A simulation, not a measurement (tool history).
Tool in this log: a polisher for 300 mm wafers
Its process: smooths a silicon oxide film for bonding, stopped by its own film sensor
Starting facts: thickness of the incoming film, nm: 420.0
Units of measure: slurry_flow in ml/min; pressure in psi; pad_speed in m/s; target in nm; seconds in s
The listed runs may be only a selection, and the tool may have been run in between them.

run,day,slurry_flow,pressure,pad_speed,slurry_solids,target,seconds
1,0,140,2.5,1.14,1,338,95.507
2,0.317,165,2.5,1.14,1,338,93.865
3,0.533,135,2.5,1.14,1,338,96.285
4,0.833,140,2.8,1.14,1,338,88.084
5,1.15,145,3.1,1.14,1,338,80.753
6,1.504,125,3.1,1.14,1,338,82.703

Expected results for the next run?
7,1.592,135,3.3,1.14,1,338,?

Run 7 yielded seconds 77.967 s.
